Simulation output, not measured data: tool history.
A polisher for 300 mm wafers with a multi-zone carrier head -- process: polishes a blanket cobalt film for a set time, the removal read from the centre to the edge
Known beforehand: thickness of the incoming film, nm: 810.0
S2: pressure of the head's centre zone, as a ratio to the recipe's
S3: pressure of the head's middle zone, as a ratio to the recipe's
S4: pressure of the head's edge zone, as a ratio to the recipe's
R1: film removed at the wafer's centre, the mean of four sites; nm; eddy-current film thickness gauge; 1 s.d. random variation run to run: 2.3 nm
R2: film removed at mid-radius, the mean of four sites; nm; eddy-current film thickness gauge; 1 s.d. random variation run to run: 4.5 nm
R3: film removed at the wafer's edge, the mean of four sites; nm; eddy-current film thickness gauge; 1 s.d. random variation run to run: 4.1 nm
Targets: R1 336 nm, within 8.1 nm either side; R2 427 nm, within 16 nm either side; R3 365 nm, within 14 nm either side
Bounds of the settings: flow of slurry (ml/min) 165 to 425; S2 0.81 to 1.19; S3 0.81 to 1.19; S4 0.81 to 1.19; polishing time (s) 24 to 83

{"run": 1, "day": 0.0, "flow of slurry (ml/min)": 275, "S2": 1, "S3": 1, "S4": 1, "polishing time (s)": 53, "R1": 332.72, "R2": 348.18, "R3": 326.81}
{"run": 2, "day": 0.129, "flow of slurry (ml/min)": 275, "S2": 1, "S3": 0.95, "S4": 1, "polishing time (s)": 53, "R1": 335.59, "R2": 334.83, "R3": 334.41}
{"run": 3, "day": 0.267, "flow of slurry (ml/min)": 285, "S2": 0.98, "S3": 1, "S4": 1.03, "polishing time (s)": 54, "R1": 339.66, "R2": 352.2, "R3": 343.67}
{"run": 4, "day": 0.329, "flow of slurry (ml/min)": 285, "S2": 0.92, "S3": 1, "S4": 1.03, "polishing time (s)": 54, "R1": 316.11, "R2": 355, "R3": 346.67}
{"run": 5, "day": 0.396, "flow of slurry (ml/min)": 320, "S2": 0.92, "S3": 1, "S4": 1.03, "polishing time (s)": 54, "R1": 321.92, "R2": 357.06, "R3": 345.06}
{"run": 6, "day": 0.612, "flow of slurry (ml/min)": 295, "S2": 0.92, "S3": 1, "S4": 1.03, "polishing time (s)": 54, "R1": 314.78, "R2": 349.66, "R3": 336.9}
{"run": 7, "day": 0.825, "flow of slurry (ml/min)": 305, "S2": 0.91, "S3": 1.05, "S4": 1.05, "polishing time (s)": 55, "R1": 321.62, "R2": 377.53, "R3": 345.84}
{"run": 8, "day": 1.192, "flow of slurry (ml/min)": 310, "S2": 0.91, "S3": 1.07, "S4": 1.07, "polishing time (s)": 56, "R1": 322.02, "R2": 388.3, "R3": 355.88}
{"run": 9, "day": 1.25, "flow of slurry (ml/min)": 320, "S2": 0.91, "S3": 1.09, "S4": 1.07, "polishing time (s)": 56, "R1": 323.39, "R2": 395.98, "R3": 365.78}
{"run": 10, "day": 1.342, "flow of slurry (ml/min)": 325, "S2": 0.92, "S3": 1.11, "S4": 1.05, "polishing time (s)": 56, "R1": 331.85, "R2": 398.84, "R3": 359.54}
{"run": 11, "day": 1.367, "flow of slurry (ml/min)": 325, "S2": 0.92, "S3": 1.11, "S4": 1.05, "polishing time (s)": 56, "R1": 335.57, "R2": 399.74, "R3": 360.97}
{"run": 12, "day": 1.496, "flow of slurry (ml/min)": 325, "S2": 0.92, "S3": 1.13, "S4": 1.05, "polishing time (s)": 56, "R1": 328.8, "R2": 406.13, "R3": 360.28}

Which one of the following 5 next-run settings gets every result inside its allowed miss? There is exactly one.
{"run": "A", "day": 1.625, "flow of slurry (ml/min)": 350, "S2": 0.9, "S3": 1, "S4": 1.08, "polishing time (s)": 57, "R1": "?", "R2": "?", "R3": "?"}
{"run": "B", "day": 1.625, "flow of slurry (ml/min)": 290, "S2": 0.91, "S3": 1.07, "S4": 1.1, "polishing time (s)": 57, "R1": "?", "R2": "?", "R3": "?"}
{"run": "C", "day": 1.625, "flow of slurry (ml/min)": 335, "S2": 0.88, "S3": 1.12, "S4": 1.05, "polishing time (s)": 56, "R1": "?", "R2": "?", "R3": "?"}
{"run": "D", "day": 1.625, "flow of slurry (ml/min)": 235, "S2": 0.93, "S3": 1.17, "S4": 1.03, "polishing time (s)": 58, "R1": "?", "R2": "?", "R3": "?"}
{"run": "E", "day": 1.625, "flow of slurry (ml/min)": 315, "S2": 0.91, "S3": 1.17, "S4": 1.06, "polishing time (s)": 55, "R1": "?", "R2": "?", "R3": "?"}

move=A R1=331.38 R2=379.6 R3=373.03
move=B R1=330.31 R2=396.62 R3=372.3
move=C R1=317.48 R2=409.55 R3=359.97
move=D R1=337.59 R2=428.63 R3=361.61
move=E R1=321.09 R2=415.76 R3=353.79
A: moves away from the targets compared with the last run
B: moves away from the targets compared with the last run
C: moves away from the targets compared with the last run
D: in spec on every target
E: puts the biggest miss on target and leaves a different result outside tolerance
D is the move that brings every result within its allowed miss.
